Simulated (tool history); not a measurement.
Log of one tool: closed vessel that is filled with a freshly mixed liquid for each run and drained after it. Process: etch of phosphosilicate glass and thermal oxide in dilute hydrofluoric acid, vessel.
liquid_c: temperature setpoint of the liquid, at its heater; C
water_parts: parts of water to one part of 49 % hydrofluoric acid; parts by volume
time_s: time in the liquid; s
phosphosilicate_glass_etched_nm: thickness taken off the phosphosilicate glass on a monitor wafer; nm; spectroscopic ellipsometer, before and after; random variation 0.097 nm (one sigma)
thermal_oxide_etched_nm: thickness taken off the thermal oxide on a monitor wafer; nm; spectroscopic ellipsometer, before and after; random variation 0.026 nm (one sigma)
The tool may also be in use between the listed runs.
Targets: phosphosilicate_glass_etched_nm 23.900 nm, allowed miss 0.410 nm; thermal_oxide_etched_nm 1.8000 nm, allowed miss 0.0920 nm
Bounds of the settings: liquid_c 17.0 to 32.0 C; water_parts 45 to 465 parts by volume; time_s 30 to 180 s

| run | hour | liquid_c | water_parts | time_s | phosphosilicate_glass_etched_nm | thermal_oxide_etched_nm |
|---|---|---|---|---|---|---|
| 1 | 0.0 | 24.0 | 255 | 90 | 19.272 | 1.4575 |
| 2 | 3.1 | 24.0 | 255 | 130 | 27.806 | 2.0810 |
| 3 | 10.0 | 24.0 | 300 | 130 | 22.522 | 1.6870 |
| 4 | 12.5 | 24.5 | 300 | 130 | 22.977 | 1.7218 |
| 5 | 14.6 | 25.0 | 300 | 130 | 23.192 | 1.7418 |
| 6 | 16.0 | 25.0 | 300 | 105 | 18.872 | 1.4053 |
| 7 | 22.2 | 26.0 | 300 | 105 | 19.559 | 1.4580 |
| 8 | 31.0 | 27.0 | 300 | 105 | 20.257 | 1.5019 |
| 9 | 39.4 | 27.5 | 300 | 105 | 20.527 | 1.5661 |
| 10 | 44.2 | 28.0 | 300 | 105 | 20.722 | 1.5329 |
| 11 | 49.5 | 28.5 | 300 | 105 | 21.096 | 1.5574 |
| 12 | 52.4 | 29.0 | 300 | 105 | 21.571 | 1.6603 |

4 next moves are on the table. One of them brings every result within its allowed miss. Which?
| A | 55.3 | 29.5 | 320 | 135 | ? | ? |
| B | 55.3 | 22.5 | 310 | 145 | ? | ? |
| C | 55.3 | 28.0 | 270 | 105 | ? | ? |
| D | 55.3 | 21.0 | 270 | 140 | ? | ? |

| move | phosphosilicate_glass_etched_nm | thermal_oxide_etched_nm |
|---|---|---|
| A | 26.003 | 1.9485 |
| B | 23.021 | 1.7251 |
| C | 24.081 | 1.8045 |
| D | 25.104 | 1.8811 |
A: takes the result that was furthest off past its target
B: nearer than the last run, and not there yet
C: meets every target
D: takes the result that was furthest off past its target
Answer: C
